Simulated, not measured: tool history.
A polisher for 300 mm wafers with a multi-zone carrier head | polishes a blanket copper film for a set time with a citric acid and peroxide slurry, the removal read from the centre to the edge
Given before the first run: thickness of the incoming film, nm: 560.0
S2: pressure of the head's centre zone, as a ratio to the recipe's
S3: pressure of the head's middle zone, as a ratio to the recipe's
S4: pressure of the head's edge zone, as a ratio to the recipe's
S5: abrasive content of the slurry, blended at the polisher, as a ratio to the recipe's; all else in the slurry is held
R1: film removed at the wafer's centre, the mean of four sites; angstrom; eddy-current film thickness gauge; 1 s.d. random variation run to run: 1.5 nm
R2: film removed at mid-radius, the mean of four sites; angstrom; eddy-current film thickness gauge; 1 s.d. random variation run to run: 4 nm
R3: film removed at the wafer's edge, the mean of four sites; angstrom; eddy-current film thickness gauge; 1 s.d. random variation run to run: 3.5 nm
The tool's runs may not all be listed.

run 1 hour=0.0 | flow_of_slurry_(ml/min)=240 S2=1.00 S3=1.00 S4=1.00 S5=1.00 polishing_time_(s)=73 | R1=2175.8 R2=2024.6 R3=1950.1
run 2 hour=4.2 | flow_of_slurry_(ml/min)=245 S2=0.97 S3=1.04 S4=1.04 S5=1.15 polishing_time_(s)=75 | R1=2233.0 R2=2169.7 R3=2097.6
run 3 hour=9.5 | flow_of_slurry_(ml/min)=295 S2=0.97 S3=1.04 S4=1.04 S5=1.15 polishing_time_(s)=75 | R1=2246.3 R2=2239.3 R3=2156.8
run 4 hour=14.9 | flow_of_slurry_(ml/min)=295 S2=1.02 S3=1.04 S4=1.04 S5=1.15 polishing_time_(s)=75 | R1=2355.5 R2=2187.4 R3=2130.7
run 5 hour=16.9 | flow_of_slurry_(ml/min)=235 S2=1.02 S3=1.04 S4=1.04 S5=1.15 polishing_time_(s)=75 | R1=2305.4 R2=2213.6 R3=2113.6
-- hour=21.1 centre zone pressure recalibrated
run 6 hour=21.1 | flow_of_slurry_(ml/min)=235 S2=1.02 S3=1.04 S4=1.08 S5=1.15 polishing_time_(s)=75 | R1=2151.0 R2=2239.8 R3=2156.3
run 7 hour=29.6 | flow_of_slurry_(ml/min)=235 S2=1.02 S3=1.07 S4=1.10 S5=1.25 polishing_time_(s)=77 | R1=2259.9 R2=2337.2 R3=2250.9

Run 8, settings as shown, results not yet in. Your forecast:
run 8 hour=36.6 | flow_of_slurry_(ml/min)=235 S2=1.01 S3=1.10 S4=1.12 S5=1.30 polishing_time_(s)=80 | R1=? R2=? R3=?

R1: 2331.7 angstrom
R2: 2487.4 angstrom
R3: 2405.7 angstrom
